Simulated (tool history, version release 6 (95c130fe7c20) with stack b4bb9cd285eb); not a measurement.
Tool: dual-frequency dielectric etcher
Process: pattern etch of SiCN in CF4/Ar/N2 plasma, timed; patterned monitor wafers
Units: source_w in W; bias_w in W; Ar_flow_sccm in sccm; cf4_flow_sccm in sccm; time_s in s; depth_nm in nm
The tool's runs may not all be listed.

run  hour  source_w  bias_w  Ar_flow_sccm  cf4_flow_sccm  time_s  depth_nm
  1     0       470      84            81             54      75    74.098
  2   3.3       470      84            81             63      75    75.557
  3  10.6       510      84            81             63      75    79.948
  4  14.3       510      84            92             63      75    78.857
  5  18.6       510      84            92             59      75    78.314
  6  20.3       490      84            92             59      75    76.199
  7  20.8       470      84            92             59      75    73.944

Run 8 comes next. What will it give?
  8  25.4       460      84            92             59      75         ?

{"run 8": {"depth_nm": 72.781}}
